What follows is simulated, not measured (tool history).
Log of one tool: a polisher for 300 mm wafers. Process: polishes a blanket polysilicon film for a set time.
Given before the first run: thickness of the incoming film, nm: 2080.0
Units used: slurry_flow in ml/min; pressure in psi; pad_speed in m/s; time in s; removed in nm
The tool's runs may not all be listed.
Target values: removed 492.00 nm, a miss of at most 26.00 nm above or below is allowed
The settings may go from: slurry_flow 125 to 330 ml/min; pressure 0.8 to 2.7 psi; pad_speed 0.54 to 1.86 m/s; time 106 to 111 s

run,hour,slurry_flow,pressure,pad_speed,time,removed
1,0.0,210,1.7,1.18,106,612.33
2,7.8,210,1.6,1.18,106,577.69
3,10.6,210,1.6,1.18,106,583.94
4,18.9,210,1.5,1.18,106,528.23
5,22.5,210,1.5,1.18,111,571.67
6,25.1,210,1.5,1.32,111,627.42
7,31.7,210,1.4,1.32,111,582.60
8,37.7,210,1.1,1.30,111,450.35

4 next moves are on the table. One of them brings every result within its allowed miss. Which?
A,43.7,235,1.2,1.04,111,?
B,43.7,145,1.3,1.08,111,?
C,43.7,190,1.1,1.26,111,?
D,43.7,250,1.1,1.40,111,?

move,removed
A,415.04
B,425.83
C,429.27
D,484.04
A: its largest miss is bigger than the last run's
B: its largest miss is bigger than the last run's
C: its largest miss is bigger than the last run's
D: all results in spec
D is the move that brings every result within its allowed miss.
